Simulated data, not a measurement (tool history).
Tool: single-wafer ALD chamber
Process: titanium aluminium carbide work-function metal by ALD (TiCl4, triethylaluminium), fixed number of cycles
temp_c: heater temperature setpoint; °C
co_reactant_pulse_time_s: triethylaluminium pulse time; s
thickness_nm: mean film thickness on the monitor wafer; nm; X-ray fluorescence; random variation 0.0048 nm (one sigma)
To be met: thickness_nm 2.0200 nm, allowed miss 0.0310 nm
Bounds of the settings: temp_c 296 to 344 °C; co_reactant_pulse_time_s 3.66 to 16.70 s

run,day,temp_c,co_reactant_pulse_time_s,thickness_nm
1,0.000,320,10.18,2.2576
2,0.204,320,12.52,2.2964
3,0.246,320,14.34,2.3093
4,0.325,312,12.20,2.2303
5,0.538,308,12.20,2.1846
6,0.579,304,10.64,2.1401
7,0.721,301,9.20,2.0889
8,1.092,299,8.56,2.0481

4 next moves are on the table. One of them brings every result within its allowed miss. Which?
A,1.462,299,7.71,?
B,1.462,303,9.91,?
C,1.462,299,10.48,?
D,1.462,303,10.74,?

move,thickness_nm
A,2.0306
B,2.1222
C,2.1007
D,2.1370
A: meets every target
B: further off than the last run
C: further off than the last run
D: further off than the last run
Answer: A
